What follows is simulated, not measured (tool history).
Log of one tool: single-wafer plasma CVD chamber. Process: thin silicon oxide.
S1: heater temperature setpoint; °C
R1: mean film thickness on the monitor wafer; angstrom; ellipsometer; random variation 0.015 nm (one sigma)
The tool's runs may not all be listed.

Run 1, hour 0: S1 390 °C, chamber pressure (Pa) 77.2, RF power (kW) 0.325, deposition time (s) 5.7. Result: R1 79.023 angstrom.
Run 2, hour 7: S1 394 °C, chamber pressure (Pa) 77.2, RF power (kW) 0.325, deposition time (s) 5.7. Result: R1 78.791 angstrom.
Run 3, hour 10.1: S1 394 °C, chamber pressure (Pa) 88.5, RF power (kW) 0.325, deposition time (s) 5.7. Result: R1 90.069 angstrom.
Run 4, hour 15.1: S1 394 °C, chamber pressure (Pa) 81.7, RF power (kW) 0.325, deposition time (s) 5.7. Result: R1 83.492 angstrom.
Run 5, hour 18.3: S1 394 °C, chamber pressure (Pa) 81.7, RF power (kW) 0.345, deposition time (s) 5.7. Result: R1 85.252 angstrom.
Run 6, hour 24.8: S1 398 °C, chamber pressure (Pa) 81.7, RF power (kW) 0.345, deposition time (s) 5.7. Result: R1 84.874 angstrom.
Run 7, hour 28: S1 398 °C, chamber pressure (Pa) 76.8, RF power (kW) 0.345, deposition time (s) 5.7. Result: R1 79.826 angstrom.

The next listed run, before its measurement:
Run 8, hour 29.7: S1 398 °C, chamber pressure (Pa) 72.8, RF power (kW) 0.345, deposition time (s) 5.7. Result: R1 ?.

{"run 8": {"R1": 75.715}}
